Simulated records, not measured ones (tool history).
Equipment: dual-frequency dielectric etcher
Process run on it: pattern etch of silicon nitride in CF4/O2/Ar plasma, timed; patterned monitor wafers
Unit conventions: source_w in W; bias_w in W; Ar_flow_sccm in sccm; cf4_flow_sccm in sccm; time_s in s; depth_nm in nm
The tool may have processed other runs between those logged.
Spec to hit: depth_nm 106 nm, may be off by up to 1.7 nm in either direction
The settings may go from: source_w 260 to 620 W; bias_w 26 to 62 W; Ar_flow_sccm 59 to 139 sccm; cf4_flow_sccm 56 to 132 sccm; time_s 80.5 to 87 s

run	day	source_w	bias_w	Ar_flow_sccm	cf4_flow_sccm	time_s	depth_nm
1	0	440	44	99	94	87	128.53
2	0.079	420	44	99	94	87	124
3	0.267	420	44	115	94	87	121.09
4	0.346	420	44	115	94	87	121.39
5	0.383	410	44	115	94	87	118.98
6	0.658	410	44	107	94	87	120.15
7	0.958	400	44	107	94	87	118.43
8	1.133	390	44	107	94	87	115.54
9	1.479	390	44	107	94	87	115.68
10	1.858	340	44	107	94	87	103.24
11	2.038	340	44	107	94	87	103.3

Below are 4 possible settings for the next run. Only one of them brings all results inside the allowed miss of their targets. Which is it?
A	2.217	360	44	108	93	82	?
B	2.217	320	55	117	120	85.5	?
C	2.217	390	45	119	117	81	?
D	2.217	330	43	95	78	87	?

move	depth_nm
A	101.7
B	106.33
C	109.39
D	99.624
A: its largest miss is bigger than the last run's
B: each result inside its tolerance
C: takes the biggest miss from the last run beyond its target
D: its largest miss is bigger than the last run's
Go with B: it meets all targets.
